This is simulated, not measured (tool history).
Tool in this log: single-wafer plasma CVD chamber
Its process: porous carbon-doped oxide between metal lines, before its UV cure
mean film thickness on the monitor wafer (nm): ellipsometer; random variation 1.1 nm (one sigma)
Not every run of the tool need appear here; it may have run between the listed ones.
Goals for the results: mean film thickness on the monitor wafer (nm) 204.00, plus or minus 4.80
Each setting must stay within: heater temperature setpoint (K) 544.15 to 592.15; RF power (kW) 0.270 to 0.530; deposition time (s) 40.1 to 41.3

run,day,heater temperature setpoint (K),RF power (kW),deposition time (s),mean film thickness on the monitor wafer (nm)
1,0.000,568.15,0.400,40.1,177.14
2,0.054,565.15,0.405,40.1,181.34
3,0.254,565.15,0.405,40.1,182.04
4,0.592,565.15,0.375,40.1,172.19
5,0.612,562.15,0.385,40.1,177.75
6,0.821,562.15,0.385,40.1,179.08
7,1.000,559.15,0.390,40.1,183.51
8,1.104,557.15,0.395,40.1,187.68

Which of these 5 next moves meets every target?
A,1.208,558.15,0.345,40.1,?
B,1.208,562.15,0.375,40.6,?
C,1.208,544.15,0.390,40.1,?
D,1.208,548.15,0.380,40.1,?
E,1.208,554.15,0.375,40.1,?

move,mean film thickness on the monitor wafer (nm)
A,172.14
B,178.75
C,202.89
D,194.58
E,185.67
A: further off than the last run
B: further off than the last run
C: all results land within tolerance of their targets
D: moves toward the targets from the last run without getting all of them in spec
E: further off than the last run
Go with C: it meets all targets.

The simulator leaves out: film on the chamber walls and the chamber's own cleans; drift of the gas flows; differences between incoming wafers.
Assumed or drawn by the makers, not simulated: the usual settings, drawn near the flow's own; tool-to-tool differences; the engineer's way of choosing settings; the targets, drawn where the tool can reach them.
